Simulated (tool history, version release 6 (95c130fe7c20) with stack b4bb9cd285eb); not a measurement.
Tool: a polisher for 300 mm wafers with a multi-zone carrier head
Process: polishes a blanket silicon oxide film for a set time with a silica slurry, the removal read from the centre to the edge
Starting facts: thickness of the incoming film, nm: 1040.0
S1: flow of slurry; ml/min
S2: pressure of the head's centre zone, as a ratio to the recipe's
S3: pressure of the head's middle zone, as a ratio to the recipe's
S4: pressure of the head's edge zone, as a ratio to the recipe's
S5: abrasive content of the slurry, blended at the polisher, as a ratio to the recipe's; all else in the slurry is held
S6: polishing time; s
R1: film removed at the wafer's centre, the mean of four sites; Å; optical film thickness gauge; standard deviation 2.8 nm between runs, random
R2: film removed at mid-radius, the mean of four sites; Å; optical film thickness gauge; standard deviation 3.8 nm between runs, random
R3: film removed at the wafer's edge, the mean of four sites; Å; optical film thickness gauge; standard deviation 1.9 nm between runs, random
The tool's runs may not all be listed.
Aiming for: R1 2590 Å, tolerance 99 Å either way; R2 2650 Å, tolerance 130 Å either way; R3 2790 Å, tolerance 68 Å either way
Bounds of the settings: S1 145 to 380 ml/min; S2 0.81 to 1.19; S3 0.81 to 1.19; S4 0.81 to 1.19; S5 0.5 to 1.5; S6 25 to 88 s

run	hour	S1	S2	S3	S4	S5	S6	R1	R2	R3
1	0	245	1	1	1	1	56	2259.5	2261.8	2203.6
2	2.7	245	1.07	1	1	1	56	2393.9	2294.7	2215.4
3	5.1	250	1.05	1.01	1.06	1.1	56	2476	2497.6	2432.6
4	13.4	250	1.05	1.06	1.06	1.1	56	2480.6	2553.3	2432.5
5	21.8	250	1.05	1.06	1.06	1.25	56	2645	2706.1	2582.4
6	26.9	250	1	1.06	1.06	1.25	56	2549.2	2790.6	2605.5
7	31.4	255	1.01	1.02	1.09	1.25	56	2635.9	2680.3	2640.1
8	38.5	255	0.99	1.01	1.12	1.25	56	2569.9	2620.1	2671.3
9	46.5	260	0.99	1.01	1.14	1.25	56	2516.9	2597.6	2707.2

5 candidate next runs follow, results not yet known. Just one meets every target within its allowed miss. Identify it.
A	54.5	270	1.01	0.89	1.19	1.25	56	?	?	?
B	54.5	315	0.98	0.99	1.18	1.2	57	?	?	?
C	54.5	230	0.95	0.99	1.19	1.25	53	?	?	?
D	54.5	265	0.93	1.06	1.14	1.25	55	?	?	?
E	54.5	250	1.01	0.84	1.19	1.15	59	?	?	?

move	R1	R2	R3
A	2672.7	2446.2	2801
B	2638.8	2662.8	2809.7
C	2339.4	2438.7	2607.7
D	2430.7	2703.4	2680.9
E	2663.1	2349.2	2802.5
A: meets the target for the result that was furthest off, but another lies outside its allowed miss
B: meets every target
C: misses by more than the last run did
D: misses by more than the last run did
E: meets the target for the result that was furthest off, but another lies outside its allowed miss
The move that meets every target is B.
